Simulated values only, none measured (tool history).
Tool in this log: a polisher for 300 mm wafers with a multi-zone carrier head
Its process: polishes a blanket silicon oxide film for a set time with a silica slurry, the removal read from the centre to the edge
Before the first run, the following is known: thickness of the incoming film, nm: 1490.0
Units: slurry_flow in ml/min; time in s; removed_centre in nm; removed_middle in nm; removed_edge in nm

| run | hour | slurry_flow | centre_zone | middle_zone | edge_zone | slurry_solids | time | removed_centre | removed_middle | removed_edge |
|---|---|---|---|---|---|---|---|---|---|---|
| 1 | 0.0 | 315 | 1.00 | 1.00 | 1.00 | 1.00 | 46 | 207.45 | 203.26 | 203.45 |
| 2 | 1.6 | 315 | 1.00 | 0.92 | 1.00 | 1.00 | 46 | 206.56 | 190.29 | 202.08 |
| 3 | 6.1 | 320 | 1.02 | 0.94 | 1.02 | 1.05 | 46 | 218.17 | 197.85 | 209.34 |
| 4 | 13.9 | 270 | 1.02 | 0.94 | 1.02 | 1.05 | 46 | 212.19 | 194.39 | 207.82 |
| 5 | 21.6 | 275 | 1.04 | 0.96 | 1.04 | 1.10 | 46 | 220.50 | 201.50 | 216.80 |
| 6 | 26.5 | 275 | 1.11 | 0.96 | 1.04 | 1.10 | 46 | 234.32 | 196.47 | 214.33 |
| 7 | 27.9 | 285 | 1.12 | 0.98 | 1.05 | 1.15 | 46 | 238.92 | 207.53 | 221.89 |
| 8 | 31.2 | 295 | 1.13 | 0.98 | 1.05 | 1.20 | 46 | 249.22 | 212.49 | 227.04 |
| 9 | 37.5 | 305 | 1.14 | 0.99 | 1.06 | 1.20 | 46 | 253.57 | 219.54 | 226.56 |
| 10 | 39.2 | 345 | 1.19 | 0.98 | 1.16 | 1.30 | 46 | 275.59 | 225.63 | 246.37 |

Estimate the outcome of run 11 from the log above:
| 11 | 43.5 | 350 | 1.19 | 0.99 | 1.16 | 1.30 | 46 | ? | ? | ? |

removed_centre: 276.53 nm
removed_middle: 227.02 nm
removed_edge: 247.67 nm

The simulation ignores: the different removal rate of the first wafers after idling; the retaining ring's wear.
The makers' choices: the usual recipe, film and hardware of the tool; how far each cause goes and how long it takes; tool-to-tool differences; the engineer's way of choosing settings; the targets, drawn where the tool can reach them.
